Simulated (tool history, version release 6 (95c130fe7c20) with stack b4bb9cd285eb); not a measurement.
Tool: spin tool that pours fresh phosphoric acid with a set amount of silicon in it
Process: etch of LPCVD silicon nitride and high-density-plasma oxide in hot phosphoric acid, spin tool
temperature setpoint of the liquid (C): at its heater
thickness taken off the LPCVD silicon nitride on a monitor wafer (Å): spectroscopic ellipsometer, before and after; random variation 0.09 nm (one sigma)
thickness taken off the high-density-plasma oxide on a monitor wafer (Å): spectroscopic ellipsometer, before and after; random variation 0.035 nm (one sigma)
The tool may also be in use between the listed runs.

run,day,temperature setpoint of the liquid (C),silicon dissolved in the acid as it is poured (mg a litre),time under the liquid (s),thickness taken off the LPCVD silicon nitride on a monitor wafer (Å),thickness taken off the high-density-plasma oxide on a monitor wafer (Å)
1,0.000,161.0,21.0,180,164.45,2.9422
2,0.229,160.0,21.0,180,155.10,3.3102
3,0.558,160.0,21.0,130,114.60,2.2665
4,0.700,160.0,26.0,130,114.09,1.8902
5,0.996,159.5,24.0,130,112.11,2.3749
6,1.329,159.0,23.5,130,108.52,1.7482
7,1.704,159.0,20.5,125,105.69,2.4262
8,1.854,159.0,19.5,125,105.56,1.9940

The next listed run, before its measurement:
9,2.025,159.0,17.0,125,?,?

{"run 9": {"thickness taken off the LPCVD silicon nitride on a monitor wafer (Å)": 107.11, "thickness taken off the high-density-plasma oxide on a monitor wafer (Å)": 2.1929}}
